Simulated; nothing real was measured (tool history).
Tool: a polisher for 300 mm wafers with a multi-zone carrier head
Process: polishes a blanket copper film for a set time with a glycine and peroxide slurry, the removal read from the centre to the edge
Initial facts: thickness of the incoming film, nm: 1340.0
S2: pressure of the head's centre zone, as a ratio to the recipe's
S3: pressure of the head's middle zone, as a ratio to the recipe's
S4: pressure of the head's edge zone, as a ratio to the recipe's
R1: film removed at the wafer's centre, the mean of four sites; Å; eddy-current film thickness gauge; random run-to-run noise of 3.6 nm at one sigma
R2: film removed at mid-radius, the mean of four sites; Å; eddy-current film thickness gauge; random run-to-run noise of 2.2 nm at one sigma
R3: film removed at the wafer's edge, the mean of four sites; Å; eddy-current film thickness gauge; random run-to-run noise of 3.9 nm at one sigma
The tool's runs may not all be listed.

run 1 hour=0.0 | flow_of_slurry_(ml/min)=200 S2=1.00 S3=1.00 S4=1.00 polishing_time_(s)=74 | R1=4479.7 R2=4544.9 R3=4672.3
run 2 hour=8.5 | flow_of_slurry_(ml/min)=190 S2=0.95 S3=0.99 S4=0.98 polishing_time_(s)=67 | R1=3809.8 R2=4040.9 R3=4340.4
run 3 hour=15.8 | flow_of_slurry_(ml/min)=220 S2=0.95 S3=0.99 S4=0.98 polishing_time_(s)=67 | R1=3805.0 R2=4137.4 R3=4291.5
run 4 hour=16.6 | flow_of_slurry_(ml/min)=220 S2=0.95 S3=0.99 S4=0.98 polishing_time_(s)=53 | R1=3102.7 R2=3253.7 R3=3391.0
run 5 hour=17.2 | flow_of_slurry_(ml/min)=230 S2=0.92 S3=0.99 S4=0.97 polishing_time_(s)=51 | R1=2882.9 R2=3184.3 R3=3271.8
run 6 hour=23.6 | flow_of_slurry_(ml/min)=235 S2=0.90 S3=0.98 S4=0.96 polishing_time_(s)=50 | R1=2802.3 R2=3101.6 R3=3119.8
run 7 hour=32.3 | flow_of_slurry_(ml/min)=230 S2=0.88 S3=0.98 S4=0.96 polishing_time_(s)=50 | R1=2699.2 R2=3068.3 R3=3250.7
run 8 hour=39.8 | flow_of_slurry_(ml/min)=230 S2=0.88 S3=0.98 S4=0.96 polishing_time_(s)=50 | R1=2725.0 R2=3052.3 R3=3201.2

Run 9 has not been measured yet. What should we expect?
run 9 hour=48.1 | flow_of_slurry_(ml/min)=235 S2=0.86 S3=0.98 S4=0.95 polishing_time_(s)=50 | R1=? R2=? R3=?

Run 9 gave R1 2672.8 Å, R2 3036.9 Å, R3 3151.0 Å.

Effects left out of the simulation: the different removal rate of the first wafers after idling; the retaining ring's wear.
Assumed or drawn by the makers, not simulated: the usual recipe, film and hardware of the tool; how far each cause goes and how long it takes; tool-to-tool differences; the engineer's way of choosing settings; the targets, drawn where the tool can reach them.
